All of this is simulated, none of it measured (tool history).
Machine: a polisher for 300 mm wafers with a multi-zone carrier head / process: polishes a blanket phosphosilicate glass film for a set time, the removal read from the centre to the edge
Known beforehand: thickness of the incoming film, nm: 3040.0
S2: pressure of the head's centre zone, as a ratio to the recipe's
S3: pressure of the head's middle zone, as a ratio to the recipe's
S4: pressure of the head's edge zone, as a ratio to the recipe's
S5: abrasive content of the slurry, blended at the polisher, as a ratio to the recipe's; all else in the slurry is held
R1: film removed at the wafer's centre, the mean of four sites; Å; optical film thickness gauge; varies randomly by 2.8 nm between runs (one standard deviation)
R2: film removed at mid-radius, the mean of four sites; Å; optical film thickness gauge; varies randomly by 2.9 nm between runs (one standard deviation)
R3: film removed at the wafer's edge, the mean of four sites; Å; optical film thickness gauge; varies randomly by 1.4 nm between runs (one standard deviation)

run 1 hour=0 | flow_of_slurry_(ml/min)=150 S2=1 S3=1 S4=1 S5=1 polishing_time_(s)=37 | R1=4452.7 R2=4423.8 R3=4405.8
run 2 hour=2.8 | flow_of_slurry_(ml/min)=150 S2=1 S3=1 S4=1 S5=1 polishing_time_(s)=28 | R1=3458 R2=3414 R3=3336.4
run 3 hour=9.2 | flow_of_slurry_(ml/min)=150 S2=1 S3=1.01 S4=0.97 S5=0.9 polishing_time_(s)=27 | R1=3212.6 R2=3175.6 R3=3061.3
run 4 hour=12.1 | flow_of_slurry_(ml/min)=150 S2=1 S3=1.03 S4=0.95 S5=0.85 polishing_time_(s)=26 | R1=2977.9 R2=3015.6 R3=2847.9
run 5 hour=20 | flow_of_slurry_(ml/min)=150 S2=1.01 S3=1.05 S4=0.93 S5=0.8 polishing_time_(s)=26 | R1=3034.9 R2=3041.5 R3=2753.6
run 6 hour=28.6 | flow_of_slurry_(ml/min)=150 S2=1.01 S3=1.1 S4=0.93 S5=0.8 polishing_time_(s)=26 | R1=2976 R2=3143.7 R3=2765.9
run 7 hour=35.8 | flow_of_slurry_(ml/min)=150 S2=1.01 S3=1.1 S4=0.91 S5=0.75 polishing_time_(s)=26 | R1=2918 R2=3047 R3=2666.4
run 8 hour=38.6 | flow_of_slurry_(ml/min)=145 S2=1.01 S3=1.11 S4=0.89 S5=0.7 polishing_time_(s)=26 | R1=2828.9 R2=2997.3 R3=2592.1
run 9 hour=44.8 | flow_of_slurry_(ml/min)=145 S2=1.01 S3=1.11 S4=0.88 S5=0.65 polishing_time_(s)=25 | R1=2608.3 R2=2778.7 R3=2376.6
run 10 hour=46.7 | flow_of_slurry_(ml/min)=140 S2=1.01 S3=1.11 S4=0.87 S5=0.65 polishing_time_(s)=25 | R1=2587 R2=2836.4 R3=2353.8
run 11 hour=49.5 | flow_of_slurry_(ml/min)=135 S2=1.01 S3=1.09 S4=0.86 S5=0.65 polishing_time_(s)=25 | R1=2621.9 R2=2728.2 R3=2324.6
run 12 hour=58.2 | flow_of_slurry_(ml/min)=130 S2=1.01 S3=1.09 S4=0.85 S5=0.65 polishing_time_(s)=25 | R1=2581.2 R2=2712.4 R3=2293.4
run 13 hour=61.9 | flow_of_slurry_(ml/min)=105 S2=1.02 S3=1.1 S4=0.81 S5=0.5 polishing_time_(s)=25 | R1=2256.6 R2=2397.5 R3=1978.6

Run 14 comes next. What will it give?
run 14 hour=70.4 | flow_of_slurry_(ml/min)=110 S2=1.02 S3=1.1 S4=0.81 S5=0.5 polishing_time_(s)=25 | R1=? R2=? R3=?

Logged for run 14: R1 2259.3 Å, R2 2345.7 Å, R3 1980.8 Å.
